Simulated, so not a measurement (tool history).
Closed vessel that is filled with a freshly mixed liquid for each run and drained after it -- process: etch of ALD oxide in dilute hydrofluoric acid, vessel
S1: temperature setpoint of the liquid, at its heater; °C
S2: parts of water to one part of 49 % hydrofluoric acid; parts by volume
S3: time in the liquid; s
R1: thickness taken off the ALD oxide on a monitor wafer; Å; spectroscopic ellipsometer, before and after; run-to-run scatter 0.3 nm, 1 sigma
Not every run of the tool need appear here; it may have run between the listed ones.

Run 1, day 0.000: S1 23.0 °C, S2 110 parts by volume, S3 100 s. Result: R1 208.41 Å.
Run 2, day 0.108: S1 25.0 °C, S2 105 parts by volume, S3 100 s. Result: R1 237.68 Å.
Run 3, day 0.167: S1 25.0 °C, S2 140 parts by volume, S3 100 s. Result: R1 170.41 Å.
Run 4, day 0.533: S1 25.0 °C, S2 140 parts by volume, S3 110 s. Result: R1 185.29 Å.
Run 5, day 0.725: S1 26.5 °C, S2 130 parts by volume, S3 110 s. Result: R1 215.04 Å.
Run 6, day 1.046: S1 27.5 °C, S2 120 parts by volume, S3 110 s. Result: R1 244.72 Å.
Run 7, day 1.288: S1 31.0 °C, S2 90 parts by volume, S3 110 s. Result: R1 393.35 Å.

Run 8, settings as shown, results not yet in. Your forecast:
Run 8, day 1.333: S1 30.5 °C, S2 90 parts by volume, S3 110 s. Result: R1 ?.

R1: 383.53 Å
